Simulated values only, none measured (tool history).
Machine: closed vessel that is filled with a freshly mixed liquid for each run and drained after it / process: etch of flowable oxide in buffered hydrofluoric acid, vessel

| run | day | temperature setpoint of the liquid (°C) | parts of 40 % ammonium fluoride to one part of 49 % hydrofluoric acid (parts by volume) | time in the liquid (s) | thickness taken off the flowable oxide on a monitor wafer (angstrom) |
|---|---|---|---|---|---|
| 1 | 0.000 | 24.0 | 11.5 | 90 | 2234.4 |
| 2 | 0.196 | 24.0 | 10.5 | 90 | 2514.8 |
| 3 | 0.400 | 21.0 | 10.5 | 90 | 2093.0 |
| 4 | 0.525 | 21.0 | 10.5 | 95 | 2190.5 |
| 5 | 0.742 | 23.5 | 10.5 | 95 | 2544.3 |
| 6 | 1.100 | 23.5 | 10.5 | 95 | 2540.6 |
| 7 | 1.488 | 22.0 | 12.0 | 95 | 2033.0 |
| 8 | 1.750 | 21.0 | 12.5 | 95 | 1877.4 |
| 9 | 2.062 | 20.0 | 13.5 | 95 | 1627.3 |
| 10 | 2.200 | 20.0 | 13.5 | 95 | 1622.7 |
| 11 | 2.488 | 19.5 | 14.0 | 95 | 1557.2 |
| 12 | 2.654 | 19.0 | 14.5 | 95 | 1448.9 |
| 13 | 2.850 | 18.5 | 15.0 | 95 | 1345.4 |

Run 14 comes next. What will it give?
| 14 | 3.112 | 18.0 | 15.0 | 95 | ? |

thickness taken off the flowable oxide on a monitor wafer (angstrom): 1313.9
